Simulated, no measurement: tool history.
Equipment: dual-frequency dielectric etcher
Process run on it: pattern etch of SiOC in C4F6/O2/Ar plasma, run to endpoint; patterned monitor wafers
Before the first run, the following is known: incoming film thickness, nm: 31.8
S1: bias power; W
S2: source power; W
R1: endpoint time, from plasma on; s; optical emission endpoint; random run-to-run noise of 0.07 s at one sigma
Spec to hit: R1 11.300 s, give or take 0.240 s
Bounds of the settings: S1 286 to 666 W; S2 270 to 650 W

run 1 hour=0.0 | S1=476 S2=460 | R1=10.218
run 2 hour=3.3 | S1=418 S2=460 | R1=10.914
run 3 hour=6.9 | S1=413 S2=460 | R1=10.958
run 4 hour=13.1 | S1=409 S2=460 | R1=10.992
run 5 hour=15.9 | S1=338 S2=460 | R1=12.064
run 6 hour=23.3 | S1=346 S2=460 | R1=12.043
run 7 hour=24.0 | S1=428 S2=480 | R1=10.609
run 8 hour=28.6 | S1=420 S2=480 | R1=10.728
run 9 hour=32.7 | S1=414 S2=480 | R1=10.897
run 10 hour=35.1 | S1=410 S2=480 | R1=10.740
run 11 hour=37.9 | S1=404 S2=480 | R1=10.843
run 12 hour=39.0 | S1=399 S2=480 | R1=10.964
run 13 hour=44.6 | S1=399 S2=480 | R1=10.806
run 14 hour=49.2 | S1=344 S2=470 | R1=11.802
run 15 hour=54.6 | S1=349 S2=470 | R1=11.770
run 16 hour=60.4 | S1=354 S2=470 | R1=11.705
run 17 hour=64.2 | S1=397 S2=480 | R1=10.821
run 18 hour=68.7 | S1=392 S2=480 | R1=11.022
run 19 hour=76.9 | S1=363 S2=470 | R1=11.645

Which single option among these 4 for the next run brings every result within its allowed miss of target? Just one does.
run A hour=85.1 | S1=369 S2=550 | R1=?
run B hour=85.1 | S1=423 S2=460 | R1=?
run C hour=85.1 | S1=392 S2=460 | R1=?
run D hour=85.1 | S1=421 S2=490 | R1=?

move=A R1=10.751
move=B R1=10.924
move=C R1=11.314
move=D R1=10.646
A: pushes the last run's worst result past its target
B: pushes the last run's worst result past its target
C: all results land within tolerance of their targets
D: pushes the last run's worst result past its target
Correct choice: C, which meets every target
